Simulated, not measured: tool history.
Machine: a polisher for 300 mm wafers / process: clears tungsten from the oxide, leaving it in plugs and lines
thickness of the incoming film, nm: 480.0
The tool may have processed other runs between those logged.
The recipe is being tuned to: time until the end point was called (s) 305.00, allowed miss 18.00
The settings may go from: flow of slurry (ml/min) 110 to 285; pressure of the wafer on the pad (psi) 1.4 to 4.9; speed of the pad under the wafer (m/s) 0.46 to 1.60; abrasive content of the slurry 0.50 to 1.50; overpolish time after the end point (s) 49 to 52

run	hour	flow of slurry (ml/min)	pressure of the wafer on the pad (psi)	speed of the pad under the wafer (m/s)	abrasive content of the slurry	overpolish time after the end point (s)	time until the end point was called (s)
1	0.0	180	3.1	1.02	1.00	49	126.15
2	8.2	180	3.1	0.92	1.00	49	138.94
3	11.0	180	3.1	0.92	0.85	49	138.98
4	12.5	150	3.1	0.92	0.85	49	142.15
5	20.1	150	3.1	0.92	0.85	49	146.00
6	25.0	145	2.7	0.86	0.85	49	171.46
7	31.0	145	2.4	0.80	0.85	49	195.15
8	33.3	145	2.1	0.74	0.85	49	240.28
9	39.9	145	1.4	0.72	0.85	49	358.53
10	40.8	145	1.5	0.72	0.85	49	343.46

Below are 5 possible settings for the next run. Only one of them brings all results inside the allowed miss of their targets. Which is it?
A	41.7	130	1.9	0.86	0.65	52	?
B	41.7	150	1.7	0.66	0.90	49	?
C	41.7	160	1.4	0.64	1.05	52	?
D	41.7	165	1.4	0.66	0.85	49	?
E	41.7	140	1.7	0.82	0.95	52	?

move	time until the end point was called (s)
A	258.66
B	306.99
C	358.52
D	369.07
E	268.19
A: takes the biggest miss from the last run beyond its target
B: every result within its allowed miss
C: lands further from the targets than the last run did
D: lands further from the targets than the last run did
E: takes the biggest miss from the last run beyond its target
Answer: B
